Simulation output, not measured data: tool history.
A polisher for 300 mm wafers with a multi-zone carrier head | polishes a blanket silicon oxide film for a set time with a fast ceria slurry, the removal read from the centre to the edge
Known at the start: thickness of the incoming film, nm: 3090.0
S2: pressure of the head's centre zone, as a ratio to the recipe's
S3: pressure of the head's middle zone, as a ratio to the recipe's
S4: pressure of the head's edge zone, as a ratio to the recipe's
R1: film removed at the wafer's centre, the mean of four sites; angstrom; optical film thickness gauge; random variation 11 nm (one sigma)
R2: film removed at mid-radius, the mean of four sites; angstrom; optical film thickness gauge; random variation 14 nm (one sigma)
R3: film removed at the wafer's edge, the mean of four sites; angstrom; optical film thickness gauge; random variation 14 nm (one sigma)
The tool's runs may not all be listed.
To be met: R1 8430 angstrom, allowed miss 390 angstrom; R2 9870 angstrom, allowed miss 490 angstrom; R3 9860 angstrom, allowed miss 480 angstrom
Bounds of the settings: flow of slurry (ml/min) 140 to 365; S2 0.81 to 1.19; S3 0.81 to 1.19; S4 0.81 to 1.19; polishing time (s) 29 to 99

Run 1, hour 0: flow of slurry (ml/min) 235, S2 1, S3 1, S4 1, polishing time (s) 64. Result: R1 11563 angstrom, R2 11208 angstrom, R3 10550 angstrom.
Run 2, hour 5.6: flow of slurry (ml/min) 235, S2 1, S3 1, S4 0.95, polishing time (s) 64. Result: R1 11285 angstrom, R2 11406 angstrom, R3 10340 angstrom.
Run 3, hour 10.4: flow of slurry (ml/min) 220, S2 0.96, S3 0.99, S4 0.96, polishing time (s) 63. Result: R1 10816 angstrom, R2 11386 angstrom, R3 10103 angstrom.
Run 4, hour 11.6: flow of slurry (ml/min) 235, S2 0.92, S3 0.99, S4 1.01, polishing time (s) 60. Result: R1 9938.6 angstrom, R2 10601 angstrom, R3 9882.1 angstrom.
Run 5, hour 16.1: flow of slurry (ml/min) 235, S2 0.89, S3 0.99, S4 1.04, polishing time (s) 59. Result: R1 9646.8 angstrom, R2 10488 angstrom, R3 9967.2 angstrom.
Run 6, hour 21.9: flow of slurry (ml/min) 235, S2 0.97, S3 0.99, S4 1.04, polishing time (s) 59. Result: R1 10296 angstrom, R2 10386 angstrom, R3 10126 angstrom.
Run 7, hour 29.8: flow of slurry (ml/min) 230, S2 0.93, S3 0.99, S4 1.06, polishing time (s) 58. Result: R1 9691.1 angstrom, R2 10388 angstrom, R3 9892 angstrom.
Run 8, hour 30.5: flow of slurry (ml/min) 230, S2 0.9, S3 0.98, S4 1.08, polishing time (s) 58. Result: R1 9343.2 angstrom, R2 10302 angstrom, R3 9773.9 angstrom.
Run 9, hour 35.6: flow of slurry (ml/min) 235, S2 0.88, S3 0.97, S4 1.1, polishing time (s) 58. Result: R1 9214 angstrom, R2 10126 angstrom, R3 10097 angstrom.
Run 10, hour 37.5: flow of slurry (ml/min) 230, S2 0.86, S3 0.97, S4 1.1, polishing time (s) 58. Result: R1 9211.1 angstrom, R2 9911.7 angstrom, R3 10027 angstrom.

5 next moves are on the table. One of them brings every result within its allowed miss. Which?
Run A, hour 39.4: flow of slurry (ml/min) 260, S2 0.94, S3 0.89, S4 1.02, polishing time (s) 58. Result: R1 ?, R2 ?, R3 ?.
Run B, hour 39.4: flow of slurry (ml/min) 240, S2 0.83, S3 0.98, S4 1.14, polishing time (s) 55. Result: R1 ?, R2 ?, R3 ?.
Run C, hour 39.4: flow of slurry (ml/min) 230, S2 0.92, S3 0.92, S4 1.18, polishing time (s) 60. Result: R1 ?, R2 ?, R3 ?.
Run D, hour 39.4: flow of slurry (ml/min) 215, S2 0.93, S3 0.92, S4 1.03, polishing time (s) 60. Result: R1 ?, R2 ?, R3 ?.
Run E, hour 39.4: flow of slurry (ml/min) 195, S2 1.04, S3 0.85, S4 1.06, polishing time (s) 63. Result: R1 ?, R2 ?, R3 ?.

move      R1      R2      R3
   A  9877.5  9612.2  9739.9
   B  8273.5  9783.4  9657.6
   C  9846.1   10060   10680
   D  9836.9  9964.7  9926.8
   E   11246  9643.9   10455
A: further off than the last run
B: meets every target
C: further off than the last run
D: further off than the last run
E: further off than the last run
Move B is the one to make.
